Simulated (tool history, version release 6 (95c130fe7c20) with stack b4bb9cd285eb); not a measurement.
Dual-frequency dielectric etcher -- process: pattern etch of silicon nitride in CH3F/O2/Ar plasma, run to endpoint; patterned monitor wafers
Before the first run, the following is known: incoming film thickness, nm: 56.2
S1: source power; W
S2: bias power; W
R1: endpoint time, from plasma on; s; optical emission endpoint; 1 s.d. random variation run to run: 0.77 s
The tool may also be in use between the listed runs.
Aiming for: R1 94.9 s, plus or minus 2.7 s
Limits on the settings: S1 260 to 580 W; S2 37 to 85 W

run 1 day=0 | S1=420 S2=61 | R1=79.133
run 2 day=0.158 | S1=370 S2=61 | R1=82.418
run 3 day=0.45 | S1=340 S2=58 | R1=85.689
run 4 day=0.488 | S1=340 S2=62 | R1=84.997
run 5 day=0.604 | S1=390 S2=62 | R1=79.665
run 6 day=0.917 | S1=390 S2=70 | R1=77.557
run 7 day=1.125 | S1=350 S2=65 | R1=83.325
run 8 day=1.5 | S1=320 S2=63 | R1=85.097
run 9 day=1.525 | S1=300 S2=59 | R1=90.784
run 10 day=1.625 | S1=290 S2=59 | R1=90.192
run 11 day=1.754 | S1=280 S2=58 | R1=91.173

Which of these 5 next moves meets every target?
run A day=1.883 | S1=260 S2=41 | R1=?
run B day=1.883 | S1=260 S2=53 | R1=?
run C day=1.883 | S1=260 S2=43 | R1=?
run D day=1.883 | S1=260 S2=47 | R1=?
run E day=1.883 | S1=260 S2=46 | R1=?

move=A R1=101.51
move=B R1=95.292
move=C R1=100.38
move=D R1=98.24
move=E R1=98.762
A: takes the biggest miss from the last run beyond its target
B: each result inside its tolerance
C: takes the biggest miss from the last run beyond its target
D: takes the biggest miss from the last run beyond its target
E: takes the biggest miss from the last run beyond its target
Answer: B
